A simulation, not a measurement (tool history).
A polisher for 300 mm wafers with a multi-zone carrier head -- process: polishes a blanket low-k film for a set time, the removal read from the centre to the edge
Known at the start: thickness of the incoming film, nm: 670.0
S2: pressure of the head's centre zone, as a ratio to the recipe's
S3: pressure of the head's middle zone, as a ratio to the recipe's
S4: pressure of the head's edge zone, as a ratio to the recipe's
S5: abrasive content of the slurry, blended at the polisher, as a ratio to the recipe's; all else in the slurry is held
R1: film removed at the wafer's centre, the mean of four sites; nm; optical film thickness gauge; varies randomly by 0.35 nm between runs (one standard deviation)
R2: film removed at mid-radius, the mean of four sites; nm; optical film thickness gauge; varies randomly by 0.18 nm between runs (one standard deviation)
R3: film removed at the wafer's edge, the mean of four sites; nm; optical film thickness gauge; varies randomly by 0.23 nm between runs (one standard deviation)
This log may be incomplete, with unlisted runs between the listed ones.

{"run": 1, "hour": 0.0, "flow of slurry (ml/min)": 195, "S2": 1.0, "S3": 1.0, "S4": 1.0, "S5": 1.0, "polishing time (s)": 45, "R1": 21.172, "R2": 20.931, "R3": 20.837}
{"run": 2, "hour": 1.6, "flow of slurry (ml/min)": 195, "S2": 1.0, "S3": 1.0, "S4": 1.0, "S5": 1.0, "polishing time (s)": 36, "R1": 17.139, "R2": 16.713, "R3": 16.65}
{"run": 3, "hour": 7.9, "flow of slurry (ml/min)": 170, "S2": 1.0, "S3": 1.0, "S4": 1.0, "S5": 1.0, "polishing time (s)": 36, "R1": 16.657, "R2": 16.506, "R3": 16.564}
{"run": 4, "hour": 16.7, "flow of slurry (ml/min)": 170, "S2": 1.0, "S3": 1.01, "S4": 1.02, "S5": 1.05, "polishing time (s)": 37, "R1": 17.751, "R2": 17.618, "R3": 17.884}
{"run": 5, "hour": 20.9, "flow of slurry (ml/min)": 170, "S2": 1.0, "S3": 1.03, "S4": 1.04, "S5": 1.1, "polishing time (s)": 37, "R1": 18.216, "R2": 18.51, "R3": 18.434}
{"run": 6, "hour": 21.7, "flow of slurry (ml/min)": 165, "S2": 1.0, "S3": 1.04, "S4": 1.06, "S5": 1.15, "polishing time (s)": 38, "R1": 18.724, "R2": 19.585, "R3": 19.549}

Expected results for the next run?
{"run": 7, "hour": 24.5, "flow of slurry (ml/min)": 165, "S2": 1.0, "S3": 1.05, "S4": 1.07, "S5": 1.2, "polishing time (s)": 38, "R1": "?", "R2": "?", "R3": "?"}

Logged for run 7: R1 18.734 nm, R2 20.052 nm, R3 19.941 nm.
